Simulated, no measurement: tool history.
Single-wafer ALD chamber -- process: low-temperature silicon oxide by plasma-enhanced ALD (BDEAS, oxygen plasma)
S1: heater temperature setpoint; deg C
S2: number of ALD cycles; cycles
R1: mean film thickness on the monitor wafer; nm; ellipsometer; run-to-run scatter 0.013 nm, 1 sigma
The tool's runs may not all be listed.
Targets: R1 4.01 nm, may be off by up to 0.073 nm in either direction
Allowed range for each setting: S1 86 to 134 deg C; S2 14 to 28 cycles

{"run": 1, "hour": 0.0, "S1": 110, "S2": 21, "R1": 3.3287}
{"run": 2, "hour": 1.4, "S1": 118, "S2": 21, "R1": 3.2707}
{"run": 3, "hour": 2.1, "S1": 116, "S2": 22, "R1": 3.4242}
{"run": 4, "hour": 2.8, "S1": 116, "S2": 19, "R1": 2.9721}
{"run": 5, "hour": 11.2, "S1": 116, "S2": 17, "R1": 2.6568}
{"run": 6, "hour": 14.1, "S1": 116, "S2": 18, "R1": 2.8034}
{"run": 7, "hour": 20.8, "S1": 116, "S2": 18, "R1": 2.8098}
{"run": 8, "hour": 28.5, "S1": 114, "S2": 19, "R1": 2.9723}
{"run": 9, "hour": 33.0, "S1": 112, "S2": 20, "R1": 3.1405}
{"run": 10, "hour": 39.5, "S1": 110, "S2": 21, "R1": 3.2882}
{"run": 11, "hour": 41.2, "S1": 110, "S2": 22, "R1": 3.4619}
{"run": 12, "hour": 45.3, "S1": 110, "S2": 23, "R1": 3.62}

Consider the 4 candidate settings below. Which is the only one whose results all fall within their allowed miss of target?
{"run": "A", "hour": 49.4, "S1": 103, "S2": 24, "R1": "?"}
{"run": "B", "hour": 49.4, "S1": 111, "S2": 24, "R1": "?"}
{"run": "C", "hour": 49.4, "S1": 105, "S2": 24, "R1": "?"}
{"run": "D", "hour": 49.4, "S1": 124, "S2": 26, "R1": "?"}

move=A R1=3.8412
move=B R1=3.7846
move=C R1=3.827
move=D R1=4.0004
A: closer than the last run, but not yet in spec
B: closer than the last run, but not yet in spec
C: closer than the last run, but not yet in spec
D: all results in spec
The right move is D.
